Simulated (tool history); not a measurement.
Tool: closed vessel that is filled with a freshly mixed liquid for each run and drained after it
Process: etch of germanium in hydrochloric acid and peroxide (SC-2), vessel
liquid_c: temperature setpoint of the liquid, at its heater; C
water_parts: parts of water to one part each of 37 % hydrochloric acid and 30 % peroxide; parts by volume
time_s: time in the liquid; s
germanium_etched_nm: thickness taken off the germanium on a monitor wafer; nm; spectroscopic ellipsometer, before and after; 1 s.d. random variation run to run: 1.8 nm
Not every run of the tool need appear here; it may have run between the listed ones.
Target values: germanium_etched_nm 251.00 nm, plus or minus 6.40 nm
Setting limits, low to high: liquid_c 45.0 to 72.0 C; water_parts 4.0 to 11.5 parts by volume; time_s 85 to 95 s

Run 1, hour 0.0: liquid_c 61.0 C, water_parts 6.5 parts by volume, time_s 85 s. Result: germanium_etched_nm 312.61 nm.
Run 2, hour 8.8: liquid_c 60.0 C, water_parts 6.5 parts by volume, time_s 85 s. Result: germanium_etched_nm 303.80 nm.
Run 3, hour 14.1: liquid_c 60.0 C, water_parts 6.5 parts by volume, time_s 85 s. Result: germanium_etched_nm 301.28 nm.
Run 4, hour 18.9: liquid_c 59.0 C, water_parts 6.5 parts by volume, time_s 85 s. Result: germanium_etched_nm 295.97 nm.
Run 5, hour 25.3: liquid_c 59.0 C, water_parts 6.5 parts by volume, time_s 95 s. Result: germanium_etched_nm 327.36 nm.
Run 6, hour 28.2: liquid_c 63.5 C, water_parts 6.5 parts by volume, time_s 95 s. Result: germanium_etched_nm 378.80 nm.
Run 7, hour 29.8: liquid_c 61.5 C, water_parts 6.5 parts by volume, time_s 95 s. Result: germanium_etched_nm 356.56 nm.
Run 8, hour 33.4: liquid_c 60.0 C, water_parts 6.5 parts by volume, time_s 95 s. Result: germanium_etched_nm 338.75 nm.
Run 9, hour 37.9: liquid_c 60.0 C, water_parts 6.5 parts by volume, time_s 95 s. Result: germanium_etched_nm 337.16 nm.
Run 10, hour 46.0: liquid_c 59.0 C, water_parts 6.5 parts by volume, time_s 95 s. Result: germanium_etched_nm 327.07 nm.

Of the 4 settings listed for the next run, only one would bring every result within its allowed miss of target. Which one?
Run A, hour 54.1: liquid_c 48.5 C, water_parts 7.5 parts by volume, time_s 95 s. Result: germanium_etched_nm ?.
Run B, hour 54.1: liquid_c 54.0 C, water_parts 6.0 parts by volume, time_s 85 s. Result: germanium_etched_nm ?.
Run C, hour 54.1: liquid_c 50.5 C, water_parts 8.5 parts by volume, time_s 85 s. Result: germanium_etched_nm ?.
Run D, hour 54.1: liquid_c 56.5 C, water_parts 7.5 parts by volume, time_s 85 s. Result: germanium_etched_nm ?.

move  germanium_etched_nm
   A               233.20
   B               251.36
   C               220.35
   D               267.86
A: pushes the last run's worst result past its target
B: every result within its allowed miss
C: pushes the last run's worst result past its target
D: closer than the last run, but not yet in spec
So the answer is move B, the one that meets all the targets.
